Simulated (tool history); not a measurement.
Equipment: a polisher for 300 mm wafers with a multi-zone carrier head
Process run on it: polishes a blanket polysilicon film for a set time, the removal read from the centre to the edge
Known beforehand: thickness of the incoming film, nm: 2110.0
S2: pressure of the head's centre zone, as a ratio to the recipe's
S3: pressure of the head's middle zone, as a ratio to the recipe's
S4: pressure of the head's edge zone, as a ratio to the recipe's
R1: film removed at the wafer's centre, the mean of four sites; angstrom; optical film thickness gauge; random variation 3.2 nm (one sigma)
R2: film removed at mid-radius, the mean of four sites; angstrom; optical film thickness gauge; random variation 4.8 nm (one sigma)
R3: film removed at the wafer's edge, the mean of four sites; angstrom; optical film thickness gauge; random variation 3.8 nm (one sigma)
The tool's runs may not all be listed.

run 1 hour=0 | flow_of_slurry_(ml/min)=250 S2=1 S3=1 S4=1 polishing_time_(s)=76 | R1=4281.5 R2=4203.2 R3=4262.1
run 2 hour=6.8 | flow_of_slurry_(ml/min)=250 S2=1 S3=1 S4=1.05 polishing_time_(s)=76 | R1=4340.1 R2=4193.9 R3=4298.7
run 3 hour=14.8 | flow_of_slurry_(ml/min)=270 S2=1.03 S3=1.01 S4=1.07 polishing_time_(s)=77 | R1=4554.1 R2=4365.1 R3=4480.2
run 4 hour=23.2 | flow_of_slurry_(ml/min)=270 S2=1.03 S3=1.01 S4=1.01 polishing_time_(s)=77 | R1=4573.5 R2=4353.8 R3=4304.5
run 5 hour=27.4 | flow_of_slurry_(ml/min)=285 S2=1.05 S3=1.01 S4=1.04 polishing_time_(s)=78 | R1=4702.4 R2=4415.5 R3=4484.1
run 6 hour=36 | flow_of_slurry_(ml/min)=285 S2=1.01 S3=1.01 S4=1.04 polishing_time_(s)=78 | R1=4560.6 R2=4491.1 R3=4449

Forecast run 7:
run 7 hour=41.5 | flow_of_slurry_(ml/min)=285 S2=1.01 S3=1.01 S4=1.04 polishing_time_(s)=78 | R1=? R2=? R3=?

R1: 4554.8 angstrom
R2: 4430.7 angstrom
R3: 4423.9 angstrom
